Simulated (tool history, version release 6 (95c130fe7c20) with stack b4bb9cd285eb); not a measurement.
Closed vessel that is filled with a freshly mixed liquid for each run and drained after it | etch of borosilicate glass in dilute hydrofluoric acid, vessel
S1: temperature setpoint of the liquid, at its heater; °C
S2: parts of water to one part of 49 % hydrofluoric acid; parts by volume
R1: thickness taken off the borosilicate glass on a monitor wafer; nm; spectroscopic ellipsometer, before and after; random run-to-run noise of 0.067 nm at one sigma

Run 1, hour 0: S1 21 °C, S2 275 parts by volume, time in the liquid (s) 110. Result: R1 14.61 nm.
Run 2, hour 4.7: S1 21 °C, S2 275 parts by volume, time in the liquid (s) 115. Result: R1 15.33 nm.
Run 3, hour 8.4: S1 21 °C, S2 205 parts by volume, time in the liquid (s) 115. Result: R1 22.066 nm.
Run 4, hour 16.2: S1 21 °C, S2 205 parts by volume, time in the liquid (s) 115. Result: R1 21.829 nm.
Run 5, hour 23.3: S1 21 °C, S2 205 parts by volume, time in the liquid (s) 115. Result: R1 21.558 nm.
Run 6, hour 29.7: S1 21 °C, S2 205 parts by volume, time in the liquid (s) 110. Result: R1 20.665 nm.
Run 7, hour 33.9: S1 20.5 °C, S2 210 parts by volume, time in the liquid (s) 110. Result: R1 20.103 nm.
Run 8, hour 35.4: S1 20 °C, S2 220 parts by volume, time in the liquid (s) 110. Result: R1 18.452 nm.
Run 9, hour 37: S1 19.5 °C, S2 225 parts by volume, time in the liquid (s) 110. Result: R1 17.631 nm.

What will run 10 give?
Run 10, hour 44.3: S1 19.5 °C, S2 230 parts by volume, time in the liquid (s) 110. Result: R1 ?.

{"run 10": {"R1": 17.085}}
